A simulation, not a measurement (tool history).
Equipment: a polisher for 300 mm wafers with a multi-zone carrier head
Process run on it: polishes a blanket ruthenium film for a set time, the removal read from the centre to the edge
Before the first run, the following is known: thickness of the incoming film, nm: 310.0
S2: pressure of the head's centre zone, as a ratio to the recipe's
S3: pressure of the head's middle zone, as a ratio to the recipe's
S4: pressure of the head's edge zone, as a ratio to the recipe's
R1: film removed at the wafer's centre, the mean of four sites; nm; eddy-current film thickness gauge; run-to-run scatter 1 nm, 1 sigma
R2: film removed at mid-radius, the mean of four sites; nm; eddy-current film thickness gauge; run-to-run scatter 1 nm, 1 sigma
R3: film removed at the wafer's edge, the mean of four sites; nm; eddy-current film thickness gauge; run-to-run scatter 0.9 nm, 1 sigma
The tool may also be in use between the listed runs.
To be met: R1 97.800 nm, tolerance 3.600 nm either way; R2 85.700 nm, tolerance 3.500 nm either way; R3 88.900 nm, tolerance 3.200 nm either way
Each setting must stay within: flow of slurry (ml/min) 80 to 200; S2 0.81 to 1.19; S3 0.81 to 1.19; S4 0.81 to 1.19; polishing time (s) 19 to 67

{"run": 1, "hour": 0.0, "flow of slurry (ml/min)": 130, "S2": 1.0, "S3": 1.0, "S4": 1.0, "polishing time (s)": 43, "R1": 70.809, "R2": 68.399, "R3": 67.984}
{"run": 2, "hour": 8.9, "flow of slurry (ml/min)": 135, "S2": 1.02, "S3": 1.0, "S4": 1.02, "polishing time (s)": 44, "R1": 72.937, "R2": 72.01, "R3": 70.54}
{"run": 3, "hour": 13.0, "flow of slurry (ml/min)": 135, "S2": 0.99, "S3": 1.0, "S4": 1.02, "polishing time (s)": 44, "R1": 70.872, "R2": 72.717, "R3": 71.419}
{"run": 4, "hour": 16.8, "flow of slurry (ml/min)": 160, "S2": 0.99, "S3": 1.0, "S4": 1.02, "polishing time (s)": 44, "R1": 73.788, "R2": 74.888, "R3": 73.005}
{"run": 5, "hour": 21.0, "flow of slurry (ml/min)": 160, "S2": 0.99, "S3": 1.04, "S4": 1.02, "polishing time (s)": 44, "R1": 74.767, "R2": 76.52, "R3": 72.248}
{"run": 6, "hour": 27.7, "flow of slurry (ml/min)": 165, "S2": 1.02, "S3": 1.02, "S4": 1.04, "polishing time (s)": 45, "R1": 78.36, "R2": 76.994, "R3": 75.16}
{"run": 7, "hour": 31.6, "flow of slurry (ml/min)": 170, "S2": 1.04, "S3": 1.02, "S4": 1.05, "polishing time (s)": 46, "R1": 82.888, "R2": 79.49, "R3": 77.871}
{"run": 8, "hour": 38.8, "flow of slurry (ml/min)": 170, "S2": 1.05, "S3": 1.02, "S4": 1.06, "polishing time (s)": 47, "R1": 84.119, "R2": 78.513, "R3": 80.914}

Exactly one of the 5 candidate moves below puts every result within its allowed miss. Which one?
{"run": "A", "hour": 46.0, "flow of slurry (ml/min)": 180, "S2": 1.08, "S3": 1.08, "S4": 1.03, "polishing time (s)": 47, "R1": "?", "R2": "?", "R3": "?"}
{"run": "B", "hour": 46.0, "flow of slurry (ml/min)": 155, "S2": 1.19, "S3": 0.94, "S4": 1.02, "polishing time (s)": 49, "R1": "?", "R2": "?", "R3": "?"}
{"run": "C", "hour": 46.0, "flow of slurry (ml/min)": 185, "S2": 1.12, "S3": 0.99, "S4": 1.07, "polishing time (s)": 51, "R1": "?", "R2": "?", "R3": "?"}
{"run": "D", "hour": 46.0, "flow of slurry (ml/min)": 175, "S2": 1.18, "S3": 0.92, "S4": 1.07, "polishing time (s)": 55, "R1": "?", "R2": "?", "R3": "?"}
{"run": "E", "hour": 46.0, "flow of slurry (ml/min)": 125, "S2": 1.02, "S3": 0.82, "S4": 1.19, "polishing time (s)": 55, "R1": "?", "R2": "?", "R3": "?"}

move=A R1=87.865 R2=85.457 R3=80.734
move=B R1=98.155 R2=77.271 R3=82.446
move=C R1=99.300 R2=86.465 R3=89.652
move=D R1=111.730 R2=86.917 R3=96.170
move=E R1=89.973 R2=74.422 R3=97.336
A: nearer than the last run, and not there yet
B: gets the furthest-off result to its target, but another result is out of tolerance
C: hits every target within its allowed miss
D: moves the result that the last run missed by most past its target, out the other side
E: nearer than the last run, and not there yet
The move that meets every target is C.
